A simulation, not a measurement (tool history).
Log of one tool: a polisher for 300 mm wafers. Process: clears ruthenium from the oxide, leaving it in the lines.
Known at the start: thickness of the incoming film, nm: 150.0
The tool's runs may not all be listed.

run	hour	flow of slurry (ml/min)	pressure of the wafer on the pad (kPa)	speed of the pad under the wafer (m/s)	overpolish time after the end point (s)	time until the end point was called (s)
1	0.0	220	15.2	0.86	36	147.250
2	6.9	220	15.2	0.96	36	133.470
3	13.3	220	17.2	0.98	36	116.680
4	19.5	185	17.2	0.98	36	115.790
# hour 23.2: worn pad replaced by a new one
5	23.2	185	19.3	1.00	36	96.691
6	29.6	185	20.0	1.00	36	91.615

Expected results for the next run?
7	30.4	185	20.7	1.00	36	?

time until the end point was called (s): 91.757
